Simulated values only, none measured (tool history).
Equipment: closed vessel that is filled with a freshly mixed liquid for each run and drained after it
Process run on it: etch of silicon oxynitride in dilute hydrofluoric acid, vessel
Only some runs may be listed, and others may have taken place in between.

run  hour  temperature setpoint of the liquid (K)  parts of water to one part of 49 % hydrofluoric acid (parts by volume)  time in the liquid (s)  thickness taken off the silicon oxynitride on a monitor wafer (angstrom)
  1   0.0                                  295.15                                                                      60                     720                                                                    408.36
  2   2.4                                  294.65                                                                      60                     720                                                                    399.26
  3   4.1                                  294.15                                                                      60                     720                                                                    384.25
  4  11.5                                  293.65                                                                      60                     720                                                                    378.15
  5  12.8                                  293.15                                                                      60                     720                                                                    370.84
  6  20.4                                  292.65                                                                      60                     720                                                                    360.01
  7  22.7                                  292.15                                                                      60                     720                                                                    350.65

Expected results for the next run?
  8  29.5                                  291.65                                                                      60                     720                                                                         ?

{"run 8": {"thickness taken off the silicon oxynitride on a monitor wafer (angstrom)": 345.14}}
